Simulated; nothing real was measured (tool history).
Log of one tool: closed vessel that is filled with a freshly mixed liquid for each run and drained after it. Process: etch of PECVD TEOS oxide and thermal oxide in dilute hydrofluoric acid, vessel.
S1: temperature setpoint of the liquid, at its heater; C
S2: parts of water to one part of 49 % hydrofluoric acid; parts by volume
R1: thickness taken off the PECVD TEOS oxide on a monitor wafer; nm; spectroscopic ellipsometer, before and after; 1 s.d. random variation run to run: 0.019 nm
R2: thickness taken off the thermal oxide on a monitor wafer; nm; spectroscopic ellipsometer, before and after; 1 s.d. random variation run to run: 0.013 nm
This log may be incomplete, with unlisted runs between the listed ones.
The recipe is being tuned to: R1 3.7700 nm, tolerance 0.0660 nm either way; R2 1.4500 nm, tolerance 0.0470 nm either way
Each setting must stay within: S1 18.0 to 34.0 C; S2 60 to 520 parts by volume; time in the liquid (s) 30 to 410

{"run": 1, "day": 0.0, "S1": 26.0, "S2": 290, "time in the liquid (s)": 210, "R1": 8.7385, "R2": 3.3646}
{"run": 2, "day": 0.346, "S1": 24.0, "S2": 325, "time in the liquid (s)": 210, "R1": 7.0071, "R2": 2.6643}
{"run": 3, "day": 0.558, "S1": 27.0, "S2": 325, "time in the liquid (s)": 210, "R1": 7.7997, "R2": 2.9999}
{"run": 4, "day": 0.854, "S1": 27.0, "S2": 390, "time in the liquid (s)": 210, "R1": 6.112, "R2": 2.4114}
{"run": 5, "day": 1.117, "S1": 25.0, "S2": 400, "time in the liquid (s)": 210, "R1": 5.6014, "R2": 2.1333}
{"run": 6, "day": 1.392, "S1": 25.0, "S2": 400, "time in the liquid (s)": 160, "R1": 4.233, "R2": 1.6177}
{"run": 7, "day": 1.762, "S1": 24.5, "S2": 405, "time in the liquid (s)": 160, "R1": 4.105, "R2": 1.5564}
{"run": 8, "day": 1.871, "S1": 24.0, "S2": 410, "time in the liquid (s)": 160, "R1": 3.9554, "R2": 1.5463}
{"run": 9, "day": 2.242, "S1": 23.5, "S2": 410, "time in the liquid (s)": 160, "R1": 3.8972, "R2": 1.4889}

Which of these 5 next moves meets every target?
{"run": "A", "day": 2.612, "S1": 29.0, "S2": 430, "time in the liquid (s)": 145, "R1": "?", "R2": "?"}
{"run": "B", "day": 2.612, "S1": 26.0, "S2": 505, "time in the liquid (s)": 200, "R1": "?", "R2": "?"}
{"run": "C", "day": 2.612, "S1": 29.5, "S2": 400, "time in the liquid (s)": 130, "R1": "?", "R2": "?"}
{"run": "D", "day": 2.612, "S1": 22.0, "S2": 485, "time in the liquid (s)": 205, "R1": "?", "R2": "?"}
{"run": "E", "day": 2.612, "S1": 31.0, "S2": 510, "time in the liquid (s)": 175, "R1": "?", "R2": "?"}

move=A R1=3.9059 R2=1.5113
move=B R1=3.9206 R2=1.5170
move=C R1=3.9310 R2=1.5210
move=D R1=3.7429 R2=1.4482
move=E R1=3.9241 R2=1.5183
A: moves away from the targets compared with the last run
B: moves away from the targets compared with the last run
C: moves away from the targets compared with the last run
D: all results in spec
E: moves away from the targets compared with the last run
The right move is D.
